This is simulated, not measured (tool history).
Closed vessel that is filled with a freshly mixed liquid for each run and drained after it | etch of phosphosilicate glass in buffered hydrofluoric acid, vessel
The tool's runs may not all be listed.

run	hour	temperature setpoint of the liquid (C)	parts of 40 % ammonium fluoride to one part of 49 % hydrofluoric acid (parts by volume)	time in the liquid (s)	thickness taken off the phosphosilicate glass on a monitor wafer (angstrom)
1	0	20	14.5	95	2153.4
2	3.3	21.5	13	95	2631.3
3	10.9	24	13	95	3003.5
4	13.9	24	11	95	3543.9
5	15.5	24	11	100	3693.9
6	22.2	24	11	100	3707
7	30	25	10.5	100	4104.8
8	30.6	25.5	10	100	4427.3
9	34.2	26	9.5	100	4680.1

Run 10 comes next. What will it give?
10	39.2	28	8	100	?

Run 10 gave thickness taken off the phosphosilicate glass on a monitor wafer (angstrom) 6143.8.
